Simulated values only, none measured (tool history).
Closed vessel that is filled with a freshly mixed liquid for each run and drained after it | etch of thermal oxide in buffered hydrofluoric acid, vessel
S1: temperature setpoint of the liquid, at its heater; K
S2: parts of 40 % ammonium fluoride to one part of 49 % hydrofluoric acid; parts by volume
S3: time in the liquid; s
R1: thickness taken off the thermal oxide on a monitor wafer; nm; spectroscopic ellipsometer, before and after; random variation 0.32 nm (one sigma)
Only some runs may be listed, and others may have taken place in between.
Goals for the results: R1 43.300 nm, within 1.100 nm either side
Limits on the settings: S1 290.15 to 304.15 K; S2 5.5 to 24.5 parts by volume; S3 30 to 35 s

{"run": 1, "hour": 0.0, "S1": 296.15, "S2": 15.0, "S3": 35, "R1": 24.692}
{"run": 2, "hour": 4.1, "S1": 294.65, "S2": 15.0, "S3": 35, "R1": 22.963}
{"run": 3, "hour": 13.0, "S1": 294.65, "S2": 13.0, "S3": 35, "R1": 25.984}
{"run": 4, "hour": 14.6, "S1": 293.65, "S2": 13.0, "S3": 35, "R1": 24.787}
{"run": 5, "hour": 22.6, "S1": 295.65, "S2": 13.0, "S3": 35, "R1": 27.478}
{"run": 6, "hour": 29.7, "S1": 296.65, "S2": 13.0, "S3": 35, "R1": 28.943}
{"run": 7, "hour": 34.2, "S1": 297.65, "S2": 13.0, "S3": 35, "R1": 30.772}
{"run": 8, "hour": 34.9, "S1": 298.15, "S2": 13.0, "S3": 35, "R1": 31.981}
{"run": 9, "hour": 37.3, "S1": 298.65, "S2": 13.0, "S3": 35, "R1": 32.566}
{"run": 10, "hour": 38.5, "S1": 299.15, "S2": 13.0, "S3": 35, "R1": 33.375}
{"run": 11, "hour": 45.1, "S1": 303.15, "S2": 13.0, "S3": 35, "R1": 41.347}
{"run": 12, "hour": 52.0, "S1": 303.15, "S2": 13.0, "S3": 35, "R1": 41.452}

5 next moves are on the table. One of them brings every result within its allowed miss. Which?
{"run": "A", "hour": 58.9, "S1": 297.65, "S2": 9.5, "S3": 35, "R1": "?"}
{"run": "B", "hour": 58.9, "S1": 302.65, "S2": 13.0, "S3": 35, "R1": "?"}
{"run": "C", "hour": 58.9, "S1": 304.15, "S2": 14.0, "S3": 35, "R1": "?"}
{"run": "D", "hour": 58.9, "S1": 301.65, "S2": 9.5, "S3": 30, "R1": "?"}
{"run": "E", "hour": 58.9, "S1": 304.15, "S2": 12.5, "S3": 30, "R1": "?"}

move=A R1=40.367
move=B R1=39.542
move=C R1=39.788
move=D R1=42.878
move=E R1=38.099
A: its largest miss is bigger than the last run's
B: its largest miss is bigger than the last run's
C: its largest miss is bigger than the last run's
D: hits every target within its allowed miss
E: its largest miss is bigger than the last run's
Move D is the one to make.
